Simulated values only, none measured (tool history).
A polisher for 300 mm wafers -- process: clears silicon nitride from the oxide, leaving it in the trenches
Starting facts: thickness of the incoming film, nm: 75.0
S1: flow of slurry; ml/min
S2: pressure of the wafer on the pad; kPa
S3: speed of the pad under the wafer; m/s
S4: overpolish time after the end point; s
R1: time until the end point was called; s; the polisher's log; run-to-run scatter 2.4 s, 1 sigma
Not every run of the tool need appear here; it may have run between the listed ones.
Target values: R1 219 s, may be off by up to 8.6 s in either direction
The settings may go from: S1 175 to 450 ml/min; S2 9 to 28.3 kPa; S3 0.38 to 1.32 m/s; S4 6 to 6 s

| run | hour | S1 | S2 | S3 | S4 | R1 |
|---|---|---|---|---|---|---|
| 1 | 0 | 290 | 18.6 | 0.84 | 6 | 105.64 |
| 2 | 4.3 | 290 | 18.6 | 0.94 | 6 | 97.864 |
| 3 | 11.8 | 290 | 18.6 | 0.8 | 6 | 112.91 |
| 4 | 17.9 | 245 | 18.6 | 0.8 | 6 | 115.21 |
| 5 | 25.9 | 240 | 15.9 | 0.78 | 6 | 139.33 |
| 6 | 32 | 240 | 11.7 | 0.78 | 6 | 185.93 |
| 7 | 38.3 | 240 | 11 | 0.78 | 6 | 197.96 |
| 8 | 41.8 | 240 | 10.3 | 0.78 | 6 | 209.46 |

Exercise: of the 4 proposed moves below, exactly one satisfies all targets within the stated allowed misses. Which move is it?
| A | 45.3 | 270 | 10.3 | 0.82 | 6 | ? |
| B | 45.3 | 260 | 9 | 0.92 | 6 | ? |
| C | 45.3 | 180 | 12.4 | 0.64 | 6 | ? |
| D | 45.3 | 290 | 11.7 | 0.74 | 6 | ? |

| move | R1 |
|---|---|
| A | 191.74 |
| B | 197.11 |
| C | 217.07 |
| D | 186.58 |
A: further off than the last run
B: further off than the last run
C: in spec on every target
D: further off than the last run
Move C is the one to make.

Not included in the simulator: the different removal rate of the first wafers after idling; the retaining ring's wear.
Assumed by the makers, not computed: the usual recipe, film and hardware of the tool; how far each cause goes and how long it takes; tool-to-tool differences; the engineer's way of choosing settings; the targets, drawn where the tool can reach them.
